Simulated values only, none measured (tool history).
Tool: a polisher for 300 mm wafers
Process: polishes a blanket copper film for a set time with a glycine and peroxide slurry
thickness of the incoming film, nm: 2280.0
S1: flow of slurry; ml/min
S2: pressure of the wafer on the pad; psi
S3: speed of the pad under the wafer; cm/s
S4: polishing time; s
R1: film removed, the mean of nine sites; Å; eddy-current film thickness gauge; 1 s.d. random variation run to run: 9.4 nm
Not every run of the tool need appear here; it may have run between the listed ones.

{"run": 1, "day": 0.0, "S1": 185, "S2": 2.5, "S3": 102, "S4": 125, "R1": 6151.5}
{"run": 2, "day": 0.217, "S1": 185, "S2": 2.5, "S3": 82, "S4": 125, "R1": 5221.7}
{"run": 3, "day": 0.333, "S1": 185, "S2": 2.7, "S3": 82, "S4": 125, "R1": 5513.8}
{"run": 4, "day": 0.558, "S1": 185, "S2": 2.7, "S3": 82, "S4": 131, "R1": 5749.6}
{"run": 5, "day": 0.729, "S1": 165, "S2": 2.7, "S3": 82, "S4": 131, "R1": 5645.1}
{"run": 6, "day": 0.788, "S1": 165, "S2": 2.7, "S3": 82, "S4": 125, "R1": 5379.8}
{"run": 7, "day": 0.908, "S1": 170, "S2": 2.9, "S3": 82, "S4": 125, "R1": 5470.2}
{"run": 8, "day": 1.183, "S1": 175, "S2": 3.1, "S3": 86, "S4": 125, "R1": 5955.1}
{"run": 9, "day": 1.467, "S1": 180, "S2": 3.2, "S3": 88, "S4": 125, "R1": 6337.5}
{"run": 10, "day": 1.496, "S1": 185, "S2": 3.3, "S3": 88, "S4": 125, "R1": 6460.3}
{"run": 11, "day": 1.529, "S1": 190, "S2": 3.4, "S3": 90, "S4": 125, "R1": 6594.7}
{"run": 12, "day": 1.712, "S1": 190, "S2": 3.5, "S3": 92, "S4": 125, "R1": 6935.5}

What does the tool deliver on the next run?
{"run": 13, "day": 1.771, "S1": 190, "S2": 3.6, "S3": 94, "S4": 125, "R1": "?"}

Run 13 produced R1 6989.9 Å.

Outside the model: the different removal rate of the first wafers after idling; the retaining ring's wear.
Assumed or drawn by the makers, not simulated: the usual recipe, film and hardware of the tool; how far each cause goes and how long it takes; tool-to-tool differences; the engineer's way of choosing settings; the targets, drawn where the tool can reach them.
